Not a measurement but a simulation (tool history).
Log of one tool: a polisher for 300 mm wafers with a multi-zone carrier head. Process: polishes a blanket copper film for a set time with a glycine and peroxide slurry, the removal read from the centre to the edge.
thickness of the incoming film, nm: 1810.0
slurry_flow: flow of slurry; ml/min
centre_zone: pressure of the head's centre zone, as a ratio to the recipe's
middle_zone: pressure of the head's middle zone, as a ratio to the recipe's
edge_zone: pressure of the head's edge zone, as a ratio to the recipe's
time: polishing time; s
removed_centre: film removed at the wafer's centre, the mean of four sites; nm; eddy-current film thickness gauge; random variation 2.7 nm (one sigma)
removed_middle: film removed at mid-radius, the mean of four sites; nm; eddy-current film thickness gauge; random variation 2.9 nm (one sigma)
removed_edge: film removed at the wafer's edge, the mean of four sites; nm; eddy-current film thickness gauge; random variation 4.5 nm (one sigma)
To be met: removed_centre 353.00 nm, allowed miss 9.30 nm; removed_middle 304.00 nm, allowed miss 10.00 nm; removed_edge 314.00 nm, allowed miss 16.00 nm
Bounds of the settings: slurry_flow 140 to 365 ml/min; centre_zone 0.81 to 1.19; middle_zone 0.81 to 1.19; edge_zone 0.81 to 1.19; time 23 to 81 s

| run | hour | slurry_flow | centre_zone | middle_zone | edge_zone | time | removed_centre | removed_middle | removed_edge |
|---|---|---|---|---|---|---|---|---|---|
| 1 | 0.0 | 235 | 1.00 | 1.00 | 1.00 | 52 | 252.44 | 260.00 | 253.80 |
| 2 | 1.5 | 235 | 1.00 | 1.00 | 1.00 | 64 | 311.48 | 308.74 | 318.48 |
| 3 | 4.5 | 290 | 1.00 | 1.00 | 1.00 | 64 | 322.39 | 320.90 | 319.39 |
| 4 | 5.9 | 300 | 1.02 | 0.98 | 0.99 | 64 | 327.32 | 322.34 | 317.41 |
| 5 | 14.1 | 300 | 1.02 | 1.05 | 0.99 | 64 | 335.15 | 336.83 | 310.41 |
| 6 | 17.4 | 295 | 1.05 | 1.02 | 0.99 | 64 | 340.68 | 332.01 | 320.01 |
| 7 | 19.6 | 300 | 1.07 | 0.98 | 0.96 | 64 | 347.39 | 317.32 | 313.63 |
| 8 | 26.7 | 300 | 1.08 | 0.97 | 0.96 | 64 | 344.63 | 315.95 | 307.63 |

Which of these 4 next moves meets every target?
| A | 33.8 | 315 | 1.02 | 1.01 | 0.97 | 64 | ? | ? | ? |
| B | 33.8 | 290 | 1.10 | 0.94 | 1.00 | 64 | ? | ? | ? |
| C | 33.8 | 330 | 0.95 | 0.83 | 1.05 | 69 | ? | ? | ? |
| D | 33.8 | 310 | 1.04 | 1.05 | 0.99 | 63 | ? | ? | ? |

| move | removed_centre | removed_middle | removed_edge |
|---|---|---|---|
| A | 331.18 | 329.82 | 314.37 |
| B | 353.87 | 307.74 | 317.24 |
| C | 333.56 | 303.41 | 354.26 |
| D | 331.96 | 334.96 | 311.95 |
A: further off than the last run
B: meets every target
C: brings the result that was furthest off to its target, and leaves another outside
D: further off than the last run
Move B is the one to make.

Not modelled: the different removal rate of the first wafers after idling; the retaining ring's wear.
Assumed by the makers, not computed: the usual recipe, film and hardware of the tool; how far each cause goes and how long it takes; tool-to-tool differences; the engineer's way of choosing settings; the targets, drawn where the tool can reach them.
